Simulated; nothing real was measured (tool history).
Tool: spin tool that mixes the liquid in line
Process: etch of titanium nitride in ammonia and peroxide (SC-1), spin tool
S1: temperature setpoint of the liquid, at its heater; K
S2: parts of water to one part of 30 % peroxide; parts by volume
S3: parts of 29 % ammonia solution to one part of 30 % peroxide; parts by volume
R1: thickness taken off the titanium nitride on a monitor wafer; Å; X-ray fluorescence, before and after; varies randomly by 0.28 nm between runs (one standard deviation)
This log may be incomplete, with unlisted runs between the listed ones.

run 1 hour=0.0 | S1=335.15 S2=19.0 S3=0.6 time_under_the_liquid_(s)=225 | R1=354.28
run 2 hour=5.9 | S1=335.15 S2=25.5 S3=0.6 time_under_the_liquid_(s)=225 | R1=300.83
run 3 hour=13.9 | S1=336.65 S2=24.0 S3=0.6 time_under_the_liquid_(s)=225 | R1=339.82
run 4 hour=20.8 | S1=336.65 S2=24.0 S3=0.4 time_under_the_liquid_(s)=225 | R1=318.40
run 5 hour=24.9 | S1=336.65 S2=29.0 S3=0.4 time_under_the_liquid_(s)=225 | R1=283.94
run 6 hour=25.8 | S1=336.65 S2=29.0 S3=0.5 time_under_the_liquid_(s)=225 | R1=296.93
run 7 hour=30.0 | S1=337.65 S2=26.5 S3=0.5 time_under_the_liquid_(s)=225 | R1=333.76
run 8 hour=34.7 | S1=338.65 S2=24.5 S3=0.5 time_under_the_liquid_(s)=225 | R1=370.05
run 9 hour=36.1 | S1=339.65 S2=22.5 S3=0.5 time_under_the_liquid_(s)=225 | R1=415.62
run 10 hour=40.2 | S1=339.65 S2=22.5 S3=0.5 time_under_the_liquid_(s)=225 | R1=414.81
run 11 hour=44.8 | S1=340.15 S2=21.0 S3=0.5 time_under_the_liquid_(s)=225 | R1=444.50

Expected results for the next run?
run 12 hour=49.9 | S1=340.65 S2=20.0 S3=0.5 time_under_the_liquid_(s)=225 | R1=?

Run 12 yielded R1 471.82 Å.
